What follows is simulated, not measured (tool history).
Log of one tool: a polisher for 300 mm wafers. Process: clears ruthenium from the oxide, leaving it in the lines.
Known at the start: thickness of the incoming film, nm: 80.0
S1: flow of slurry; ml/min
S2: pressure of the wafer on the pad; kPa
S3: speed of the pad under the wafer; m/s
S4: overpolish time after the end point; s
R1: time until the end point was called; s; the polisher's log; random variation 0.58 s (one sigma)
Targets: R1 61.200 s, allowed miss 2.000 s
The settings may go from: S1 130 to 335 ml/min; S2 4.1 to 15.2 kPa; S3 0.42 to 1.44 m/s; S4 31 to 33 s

Run 1, hour 0.0: S1 215 ml/min, S2 9.7 kPa, S3 0.92 m/s, S4 31 s. Result: R1 118.170 s.
Run 2, hour 7.9: S1 215 ml/min, S2 9.7 kPa, S3 0.92 m/s, S4 31 s. Result: R1 117.350 s.
Run 3, hour 10.9: S1 215 ml/min, S2 9.7 kPa, S3 0.92 m/s, S4 33 s. Result: R1 117.750 s.
Run 4, hour 19.5: S1 215 ml/min, S2 9.7 kPa, S3 0.92 m/s, S4 31 s. Result: R1 118.630 s.
Run 5, hour 22.6: S1 215 ml/min, S2 9.7 kPa, S3 1.08 m/s, S4 31 s. Result: R1 100.920 s.
Run 6, hour 27.0: S1 215 ml/min, S2 9.7 kPa, S3 1.20 m/s, S4 31 s. Result: R1 91.136 s.
Run 7, hour 31.2: S1 215 ml/min, S2 10.3 kPa, S3 1.20 m/s, S4 31 s. Result: R1 85.351 s.
Run 8, hour 32.9: S1 230 ml/min, S2 13.1 kPa, S3 1.22 m/s, S4 31 s. Result: R1 64.895 s.

Which of these 5 next moves meets every target?
Run A, hour 34.6: S1 250 ml/min, S2 13.8 kPa, S3 1.32 m/s, S4 31 s. Result: R1 ?.
Run B, hour 34.6: S1 225 ml/min, S2 14.5 kPa, S3 1.30 m/s, S4 31 s. Result: R1 ?.
Run C, hour 34.6: S1 230 ml/min, S2 14.5 kPa, S3 1.18 m/s, S4 33 s. Result: R1 ?.
Run D, hour 34.6: S1 135 ml/min, S2 14.5 kPa, S3 1.40 m/s, S4 33 s. Result: R1 ?.
Run E, hour 34.6: S1 305 ml/min, S2 12.4 kPa, S3 1.24 m/s, S4 31 s. Result: R1 ?.

move      R1
   A  57.227
   B  56.098
   C  61.496
   D  57.060
   E  66.056
A: takes the result that was furthest off past its target
B: takes the result that was furthest off past its target
C: meets every target
D: takes the result that was furthest off past its target
E: further off than the last run
Answer: C

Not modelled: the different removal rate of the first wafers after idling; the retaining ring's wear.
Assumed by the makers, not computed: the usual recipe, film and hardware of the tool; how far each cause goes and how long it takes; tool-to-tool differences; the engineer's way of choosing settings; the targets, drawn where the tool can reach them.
